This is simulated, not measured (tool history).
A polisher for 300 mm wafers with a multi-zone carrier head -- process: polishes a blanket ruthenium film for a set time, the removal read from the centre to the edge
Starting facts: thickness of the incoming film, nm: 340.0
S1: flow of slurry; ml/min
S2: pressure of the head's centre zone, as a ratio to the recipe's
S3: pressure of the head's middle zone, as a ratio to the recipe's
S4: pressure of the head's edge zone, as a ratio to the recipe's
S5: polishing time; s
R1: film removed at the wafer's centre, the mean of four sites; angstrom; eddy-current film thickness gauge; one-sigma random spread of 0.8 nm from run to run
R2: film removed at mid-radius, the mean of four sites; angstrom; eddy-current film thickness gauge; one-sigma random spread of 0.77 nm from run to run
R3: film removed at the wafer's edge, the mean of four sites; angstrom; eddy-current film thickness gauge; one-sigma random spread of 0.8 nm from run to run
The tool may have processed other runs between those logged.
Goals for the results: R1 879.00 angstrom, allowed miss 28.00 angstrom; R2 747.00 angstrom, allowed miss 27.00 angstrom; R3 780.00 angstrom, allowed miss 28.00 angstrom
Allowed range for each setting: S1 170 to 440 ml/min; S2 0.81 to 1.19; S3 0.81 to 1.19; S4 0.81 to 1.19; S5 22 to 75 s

| run | day | S1 | S2 | S3 | S4 | S5 | R1 | R2 | R3 |
|---|---|---|---|---|---|---|---|---|---|
| 1 | 0.000 | 280 | 1.00 | 1.00 | 1.00 | 48 | 660.06 | 643.37 | 640.74 |
| 2 | 0.288 | 310 | 1.00 | 1.00 | 1.00 | 48 | 673.40 | 653.71 | 636.59 |
| 3 | 0.658 | 310 | 1.00 | 1.00 | 1.06 | 48 | 674.29 | 652.31 | 657.58 |
| 4 | 0.792 | 305 | 1.03 | 1.00 | 1.08 | 50 | 716.58 | 676.00 | 684.63 |
| 5 | 0.892 | 305 | 1.05 | 0.99 | 1.09 | 52 | 753.32 | 708.29 | 721.00 |
| 6 | 1.154 | 305 | 1.05 | 1.05 | 1.09 | 52 | 753.70 | 730.34 | 732.24 |
| 7 | 1.342 | 310 | 1.08 | 1.04 | 1.11 | 52 | 774.85 | 713.69 | 725.93 |
| 8 | 1.600 | 315 | 1.10 | 1.04 | 1.12 | 53 | 790.87 | 734.58 | 738.03 |
| 9 | 1.838 | 315 | 1.12 | 1.03 | 1.13 | 54 | 827.18 | 745.97 | 763.37 |
| 10 | 1.975 | 320 | 1.13 | 1.03 | 1.14 | 54 | 847.52 | 746.29 | 763.75 |
| 11 | 2.246 | 325 | 1.14 | 1.03 | 1.15 | 54 | 850.45 | 742.94 | 767.87 |

Exactly one of the 4 candidate moves below puts every result within its allowed miss. Which one?
| A | 2.517 | 345 | 1.18 | 1.07 | 1.07 | 52 | ? | ? | ? |
| B | 2.517 | 415 | 1.16 | 0.98 | 1.14 | 54 | ? | ? | ? |
| C | 2.517 | 365 | 1.19 | 0.93 | 1.19 | 54 | ? | ? | ? |
| D | 2.517 | 235 | 1.19 | 0.94 | 1.17 | 56 | ? | ? | ? |

| move | R1 | R2 | R3 |
|---|---|---|---|
| A | 830.62 | 755.92 | 716.09 |
| B | 862.99 | 745.31 | 771.62 |
| C | 871.65 | 710.98 | 780.67 |
| D | 866.83 | 715.47 | 780.91 |
A: lands further from the targets than the last run did
B: hits every target within its allowed miss
C: corrects the largest miss of the last run, while another result sits out of spec
D: corrects the largest miss of the last run, while another result sits out of spec
B meets every target.
